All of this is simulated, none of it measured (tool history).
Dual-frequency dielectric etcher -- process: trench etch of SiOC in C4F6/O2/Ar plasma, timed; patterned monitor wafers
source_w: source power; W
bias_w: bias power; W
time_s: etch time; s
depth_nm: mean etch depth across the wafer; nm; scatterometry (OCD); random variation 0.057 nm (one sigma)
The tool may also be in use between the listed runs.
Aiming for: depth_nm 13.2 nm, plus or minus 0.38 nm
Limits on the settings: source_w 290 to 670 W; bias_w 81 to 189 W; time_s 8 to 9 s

run,hour,source_w,bias_w,time_s,depth_nm
1,0,480,135,9,16.803
2,0.6,540,135,9,17.588
3,3,500,123,9,16.326
4,6.5,460,117,9,15.555
# hour 8: wet clean of the chamber
5,8,510,117,9,15.719
6,16.1,490,110,9,15.098
7,21.1,470,106,9,14.549
8,23.2,450,104,9,14.22
9,24.9,430,103,9,13.882

4 next moves are on the table. One of them brings every result within its allowed miss. Which?
A,26.6,420,124,8.5,?
B,26.6,410,108,9,?
C,26.6,570,87,9,?
D,26.6,490,92,8.5,?

move,depth_nm
A,14.332
B,14.141
C,14.25
D,13.126
A: moves away from the targets compared with the last run
B: moves away from the targets compared with the last run
C: moves away from the targets compared with the last run
D: in spec on every target
The move that meets every target is D.
